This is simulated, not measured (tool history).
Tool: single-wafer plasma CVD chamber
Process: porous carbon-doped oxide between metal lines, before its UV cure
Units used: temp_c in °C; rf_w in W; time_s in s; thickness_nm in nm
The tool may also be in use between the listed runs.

run    day  temp_c  rf_w  time_s  thickness_nm
  1      0     310   665    17.6        111.78
  2  0.233     320   665    17.6        106.65
  3  0.425     320   750    17.6        117.87
  4  0.471     318   755    17.6        120.78
  5  0.508     317   755    17.6        120.77
  6  0.729     316   755    17.6        121.56
  7  0.925     315   755    17.6        121.47
  8  1.212     314   755    17.6        122.54

Estimate the outcome of run 9 from the log above:
  9  1.354     313   755    17.6             ?

Run 9 came out at thickness_nm 122.52 nm.
